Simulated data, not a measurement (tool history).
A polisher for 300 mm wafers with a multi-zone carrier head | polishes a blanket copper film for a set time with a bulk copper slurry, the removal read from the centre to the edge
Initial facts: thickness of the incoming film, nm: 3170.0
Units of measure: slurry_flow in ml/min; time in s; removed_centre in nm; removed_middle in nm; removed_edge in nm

Run 1, hour 0.0: slurry_flow 125 ml/min, centre_zone 1.00, middle_zone 1.00, edge_zone 1.00, slurry_solids 1.00, time 89 s. Result: removed_centre 972.71 nm, removed_middle 986.75 nm, removed_edge 1003.30 nm.
Run 2, hour 4.4: slurry_flow 125 ml/min, centre_zone 1.00, middle_zone 0.94, edge_zone 1.00, slurry_solids 1.00, time 89 s. Result: removed_centre 992.31 nm, removed_middle 968.89 nm, removed_edge 1000.80 nm.
Run 3, hour 12.9: slurry_flow 125 ml/min, centre_zone 1.00, middle_zone 0.94, edge_zone 1.00, slurry_solids 1.00, time 111 s. Result: removed_centre 1213.10 nm, removed_middle 1198.30 nm, removed_edge 1242.00 nm.
Run 4, hour 20.0: slurry_flow 125 ml/min, centre_zone 1.00, middle_zone 1.02, edge_zone 1.00, slurry_solids 1.00, time 111 s. Result: removed_centre 1226.90 nm, removed_middle 1263.20 nm, removed_edge 1239.30 nm.
Run 5, hour 25.0: slurry_flow 125 ml/min, centre_zone 1.00, middle_zone 1.02, edge_zone 1.00, slurry_solids 1.00, time 125 s. Result: removed_centre 1390.60 nm, removed_middle 1412.20 nm, removed_edge 1387.00 nm.
Run 6, hour 27.5: slurry_flow 125 ml/min, centre_zone 1.00, middle_zone 1.02, edge_zone 1.08, slurry_solids 1.00, time 125 s. Result: removed_centre 1352.40 nm, removed_middle 1417.30 nm, removed_edge 1454.40 nm.
Run 7, hour 31.4: slurry_flow 120 ml/min, centre_zone 1.01, middle_zone 1.00, edge_zone 1.06, slurry_solids 0.95, time 118 s. Result: removed_centre 1278.70 nm, removed_middle 1277.20 nm, removed_edge 1341.30 nm.
Run 8, hour 39.0: slurry_flow 120 ml/min, centre_zone 1.01, middle_zone 1.00, edge_zone 1.04, slurry_solids 0.90, time 112 s. Result: removed_centre 1197.80 nm, removed_middle 1205.20 nm, removed_edge 1230.50 nm.
Run 9, hour 44.0: slurry_flow 115 ml/min, centre_zone 1.01, middle_zone 0.99, edge_zone 1.03, slurry_solids 0.85, time 107 s. Result: removed_centre 1151.20 nm, removed_middle 1127.40 nm, removed_edge 1170.40 nm.
Run 10, hour 44.9: slurry_flow 110 ml/min, centre_zone 1.01, middle_zone 0.98, edge_zone 1.02, slurry_solids 0.80, time 102 s. Result: removed_centre 1049.10 nm, removed_middle 1038.90 nm, removed_edge 1079.10 nm.
Run 11, hour 49.6: slurry_flow 110 ml/min, centre_zone 1.01, middle_zone 0.97, edge_zone 1.01, slurry_solids 0.75, time 99 s. Result: removed_centre 1020.30 nm, removed_middle 994.78 nm, removed_edge 1039.60 nm.
Run 12, hour 56.0: slurry_flow 110 ml/min, centre_zone 1.01, middle_zone 0.96, edge_zone 1.00, slurry_solids 0.70, time 96 s. Result: removed_centre 954.12 nm, removed_middle 934.86 nm, removed_edge 981.33 nm.
Run 13, hour 56.7: slurry_flow 110 ml/min, centre_zone 1.02, middle_zone 0.95, edge_zone 0.98, slurry_solids 0.65, time 94 s. Result: removed_centre 948.35 nm, removed_middle 909.43 nm, removed_edge 939.74 nm.
Run 14, hour 65.6: slurry_flow 110 ml/min, centre_zone 1.02, middle_zone 0.94, edge_zone 0.97, slurry_solids 0.65, time 92 s. Result: removed_centre 920.25 nm, removed_middle 894.67 nm, removed_edge 929.72 nm.
Run 15, hour 68.5: slurry_flow 110 ml/min, centre_zone 1.03, middle_zone 0.93, edge_zone 0.96, slurry_solids 0.65, time 90 s. Result: removed_centre 903.63 nm, removed_middle 857.89 nm, removed_edge 897.81 nm.
Run 16, hour 74.3: slurry_flow 110 ml/min, centre_zone 1.04, middle_zone 0.92, edge_zone 0.95, slurry_solids 0.65, time 89 s. Result: removed_centre 915.91 nm, removed_middle 847.33 nm, removed_edge 885.80 nm.
Run 17, hour 83.0: slurry_flow 105 ml/min, centre_zone 1.04, middle_zone 0.91, edge_zone 0.94, slurry_solids 0.65, time 88 s. Result: removed_centre 878.66 nm, removed_middle 832.28 nm, removed_edge 841.61 nm.

What does the tool deliver on the next run?
Run 18, hour 84.8: slurry_flow 105 ml/min, centre_zone 1.04, middle_zone 0.91, edge_zone 0.94, slurry_solids 0.65, time 88 s. Result: removed_centre ?, removed_middle ?, removed_edge ?.

removed_centre: 878.22 nm
removed_middle: 840.24 nm
removed_edge: 863.68 nm
